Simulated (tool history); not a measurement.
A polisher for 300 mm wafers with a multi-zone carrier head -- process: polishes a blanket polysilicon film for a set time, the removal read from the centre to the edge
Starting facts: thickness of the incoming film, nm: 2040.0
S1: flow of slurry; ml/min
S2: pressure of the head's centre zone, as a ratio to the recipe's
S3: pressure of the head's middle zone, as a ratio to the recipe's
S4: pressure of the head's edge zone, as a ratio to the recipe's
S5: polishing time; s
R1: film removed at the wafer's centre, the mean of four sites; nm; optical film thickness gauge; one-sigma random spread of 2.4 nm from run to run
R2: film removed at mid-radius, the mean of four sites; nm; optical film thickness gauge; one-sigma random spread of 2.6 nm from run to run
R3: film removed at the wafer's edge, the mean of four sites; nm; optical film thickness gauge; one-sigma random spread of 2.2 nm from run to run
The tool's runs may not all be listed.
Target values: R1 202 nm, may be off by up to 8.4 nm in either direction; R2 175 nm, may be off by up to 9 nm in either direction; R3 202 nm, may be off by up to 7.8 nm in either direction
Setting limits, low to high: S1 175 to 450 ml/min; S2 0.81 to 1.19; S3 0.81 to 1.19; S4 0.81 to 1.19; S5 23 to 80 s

| run | hour | S1 | S2 | S3 | S4 | S5 | R1 | R2 | R3 |
|---|---|---|---|---|---|---|---|---|---|
| 1 | 0 | 290 | 1 | 1 | 1 | 51 | 398.39 | 347.48 | 347.86 |
| 2 | 6.7 | 290 | 0.97 | 1 | 1 | 51 | 373.91 | 339.65 | 353.14 |
| 3 | 11 | 290 | 0.97 | 1 | 0.97 | 51 | 378.62 | 352.09 | 340.96 |
| 4 | 12.4 | 290 | 0.97 | 0.93 | 0.97 | 51 | 380.83 | 337.51 | 339.01 |
| 5 | 15.3 | 275 | 0.96 | 0.9 | 0.99 | 43 | 319.9 | 275.34 | 292.6 |
| 6 | 17.3 | 275 | 0.96 | 0.9 | 1.06 | 43 | 315.53 | 261.64 | 301.22 |
| 7 | 19.8 | 270 | 0.94 | 0.89 | 1.05 | 38 | 276.11 | 239.06 | 266.33 |
|  | 28 | centre zone pressure recalibrated |
| 8 | 28 | 265 | 0.93 | 0.87 | 1.06 | 34 | 220.08 | 205.06 | 236.77 |
| 9 | 32.3 | 260 | 0.94 | 0.85 | 1.05 | 32 | 207.6 | 190.11 | 221.15 |
| 10 | 34.7 | 250 | 0.96 | 0.84 | 1.03 | 32 | 212.48 | 190.9 | 220.92 |

Next run, 5 choices. One meets every target within its allowed miss, the rest don't. Which?
| A | 37.1 | 310 | 1.03 | 0.87 | 1.08 | 28 | ? | ? | ? |
| B | 37.1 | 315 | 1.17 | 0.81 | 1.19 | 30 | ? | ? | ? |
| C | 37.1 | 190 | 0.92 | 0.87 | 0.98 | 37 | ? | ? | ? |
| D | 37.1 | 380 | 1.06 | 0.97 | 0.81 | 29 | ? | ? | ? |
| E | 37.1 | 330 | 1.15 | 0.92 | 0.93 | 27 | ? | ? | ? |

| move | R1 | R2 | R3 |
|---|---|---|---|
| A | 201.64 | 175.9 | 198.53 |
| B | 245.89 | 178.66 | 223.92 |
| C | 225.26 | 221.51 | 241.12 |
| D | 218.89 | 201.32 | 181.83 |
| E | 218.56 | 177.87 | 178.74 |
A: all results in spec
B: moves away from the targets compared with the last run
C: moves away from the targets compared with the last run
D: moves the result that the last run missed by most past its target, out the other side
E: moves the result that the last run missed by most past its target, out the other side
The right move is A.

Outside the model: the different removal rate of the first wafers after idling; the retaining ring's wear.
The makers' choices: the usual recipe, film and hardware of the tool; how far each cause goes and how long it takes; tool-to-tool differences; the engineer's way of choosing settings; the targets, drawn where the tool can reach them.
